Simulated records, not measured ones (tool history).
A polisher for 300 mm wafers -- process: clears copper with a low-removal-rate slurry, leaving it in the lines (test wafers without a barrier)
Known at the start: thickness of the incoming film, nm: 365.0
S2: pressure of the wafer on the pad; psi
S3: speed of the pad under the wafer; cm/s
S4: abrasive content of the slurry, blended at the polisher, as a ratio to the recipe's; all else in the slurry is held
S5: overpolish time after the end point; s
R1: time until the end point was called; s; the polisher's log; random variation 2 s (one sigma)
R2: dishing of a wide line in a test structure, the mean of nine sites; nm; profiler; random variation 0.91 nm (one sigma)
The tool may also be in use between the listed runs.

{"run": 1, "hour": 0.0, "flow of slurry (ml/min)": 225, "S2": 2.2, "S3": 140, "S4": 1.0, "S5": 26, "R1": 135.96, "R2": 45.052}
{"run": 2, "hour": 6.5, "flow of slurry (ml/min)": 225, "S2": 1.8, "S3": 140, "S4": 1.0, "S5": 26, "R1": 166.81, "R2": 38.335}
{"run": 3, "hour": 10.3, "flow of slurry (ml/min)": 225, "S2": 1.8, "S3": 162, "S4": 1.0, "S5": 26, "R1": 144.22, "R2": 44.781}
{"run": 4, "hour": 11.9, "flow of slurry (ml/min)": 225, "S2": 1.7, "S3": 162, "S4": 1.0, "S5": 27, "R1": 153.25, "R2": 41.41}
{"run": 5, "hour": 18.5, "flow of slurry (ml/min)": 225, "S2": 1.7, "S3": 162, "S4": 1.0, "S5": 29, "R1": 155.8, "R2": 45.328}
{"run": 6, "hour": 22.5, "flow of slurry (ml/min)": 225, "S2": 1.7, "S3": 162, "S4": 1.0, "S5": 30, "R1": 151.47, "R2": 45.229}
{"run": 7, "hour": 31.3, "flow of slurry (ml/min)": 225, "S2": 1.7, "S3": 162, "S4": 1.0, "S5": 32, "R1": 151.2, "R2": 48.362}
{"run": 8, "hour": 37.1, "flow of slurry (ml/min)": 225, "S2": 1.7, "S3": 162, "S4": 1.0, "S5": 33, "R1": 153.03, "R2": 48.125}
{"run": 9, "hour": 40.6, "flow of slurry (ml/min)": 225, "S2": 1.7, "S3": 162, "S4": 1.0, "S5": 34, "R1": 153.68, "R2": 51.083}

Run 10 has not been measured yet. What should we expect?
{"hour": 49.0, "done": "slurry nozzle cleaned"}
{"run": 10, "hour": 49.0, "flow of slurry (ml/min)": 225, "S2": 1.6, "S3": 162, "S4": 1.0, "S5": 35, "R1": "?", "R2": "?"}

{"run 10": {"R1": 156.4, "R2": 50.804}}
